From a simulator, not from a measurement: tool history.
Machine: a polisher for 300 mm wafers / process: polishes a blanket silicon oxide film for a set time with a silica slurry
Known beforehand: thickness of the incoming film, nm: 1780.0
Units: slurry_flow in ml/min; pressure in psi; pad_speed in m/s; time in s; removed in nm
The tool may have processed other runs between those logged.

| run | hour | slurry_flow | pressure | pad_speed | slurry_solids | time | removed |
|---|---|---|---|---|---|---|---|
| 1 | 0 | 195 | 4.6 | 1.12 | 1 | 71 | 262.26 |
| 2 | 6.9 | 205 | 5 | 1.12 | 1 | 71 | 283.89 |
| 3 | 13.8 | 205 | 5 | 0.84 | 1 | 71 | 222.25 |
| 4 | 17.7 | 210 | 5.7 | 0.84 | 1 | 71 | 250.8 |
| 5 | 22 | 210 | 5.7 | 0.84 | 1.1 | 71 | 263.93 |
| 6 | 30 | 185 | 5.7 | 0.84 | 1.1 | 71 | 254.08 |

What will run 7 give?
| 7 | 31.9 | 215 | 6.1 | 0.84 | 1.1 | 71 | ? |

Run 7 gave removed 280.84 nm.
